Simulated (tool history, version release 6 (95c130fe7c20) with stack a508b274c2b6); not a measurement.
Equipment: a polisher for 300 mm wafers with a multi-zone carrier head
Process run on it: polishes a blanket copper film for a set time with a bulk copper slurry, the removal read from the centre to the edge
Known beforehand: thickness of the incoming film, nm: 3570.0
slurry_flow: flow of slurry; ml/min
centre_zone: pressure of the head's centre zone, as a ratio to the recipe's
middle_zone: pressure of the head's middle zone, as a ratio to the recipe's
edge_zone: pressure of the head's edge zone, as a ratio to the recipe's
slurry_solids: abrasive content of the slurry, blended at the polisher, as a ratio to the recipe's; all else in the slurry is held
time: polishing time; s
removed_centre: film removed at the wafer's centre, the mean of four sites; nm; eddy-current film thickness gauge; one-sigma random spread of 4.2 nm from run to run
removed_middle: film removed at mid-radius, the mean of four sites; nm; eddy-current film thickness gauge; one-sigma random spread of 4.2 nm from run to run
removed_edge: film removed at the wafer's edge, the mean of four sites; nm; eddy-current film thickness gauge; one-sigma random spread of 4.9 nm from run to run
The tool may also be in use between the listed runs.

run 1 hour=0 | slurry_flow=230 centre_zone=1 middle_zone=1 edge_zone=1 slurry_solids=1 time=50 | removed_centre=328.39 removed_middle=352.69 removed_edge=345.22
run 2 hour=9 | slurry_flow=240 centre_zone=1.03 middle_zone=1.03 edge_zone=1.02 slurry_solids=1.05 time=50 | removed_centre=341.85 removed_middle=365.93 removed_edge=351.65
run 3 hour=14.6 | slurry_flow=240 centre_zone=1.03 middle_zone=1.03 edge_zone=1.02 slurry_solids=1.15 time=50 | removed_centre=358.65 removed_middle=371.8 removed_edge=369.9
run 4 hour=19.9 | slurry_flow=195 centre_zone=1.03 middle_zone=1.03 edge_zone=1.02 slurry_solids=1.15 time=50 | removed_centre=347.17 removed_middle=362.49 removed_edge=362.53
run 5 hour=24.6 | slurry_flow=195 centre_zone=1.03 middle_zone=1.03 edge_zone=1.02 slurry_solids=1.15 time=45 | removed_centre=318.33 removed_middle=328.69 removed_edge=324.76
run 6 hour=27.2 | slurry_flow=225 centre_zone=1.03 middle_zone=1.03 edge_zone=1.02 slurry_solids=1.15 time=45 | removed_centre=320.43 removed_middle=332.79 removed_edge=318.83
run 7 hour=34.3 | slurry_flow=230 centre_zone=1.05 middle_zone=1.07 edge_zone=1.03 slurry_solids=1.25 time=46 | removed_centre=339.93 removed_middle=354.51 removed_edge=347.53
run 8 hour=42.8 | slurry_flow=240 centre_zone=1.07 middle_zone=1.1 edge_zone=1.01 slurry_solids=1.3 time=47 | removed_centre=361.57 removed_middle=385.11 removed_edge=355.9
run 9 hour=47.7 | slurry_flow=245 centre_zone=1.09 middle_zone=1.12 edge_zone=1.02 slurry_solids=1.35 time=47 | removed_centre=379.66 removed_middle=392.2 removed_edge=356.33
-- hour=49.8 centre zone pressure recalibrated
run 10 hour=49.8 | slurry_flow=250 centre_zone=1.09 middle_zone=1.13 edge_zone=1.03 slurry_solids=1.4 time=47 | removed_centre=414.55 removed_middle=391.78 removed_edge=362.62
run 11 hour=53.6 | slurry_flow=245 centre_zone=1.07 middle_zone=1.14 edge_zone=1.02 slurry_solids=1.4 time=48 | removed_centre=405.95 removed_middle=400.78 removed_edge=368.21

Run 12, settings as shown, results not yet in. Your forecast:
run 12 hour=54.4 | slurry_flow=245 centre_zone=1.05 middle_zone=1.15 edge_zone=1.01 slurry_solids=1.4 time=49 | removed_centre=? removed_middle=? removed_edge=?

removed_centre: 403.48 nm
removed_middle: 413.23 nm
removed_edge: 382.04 nm

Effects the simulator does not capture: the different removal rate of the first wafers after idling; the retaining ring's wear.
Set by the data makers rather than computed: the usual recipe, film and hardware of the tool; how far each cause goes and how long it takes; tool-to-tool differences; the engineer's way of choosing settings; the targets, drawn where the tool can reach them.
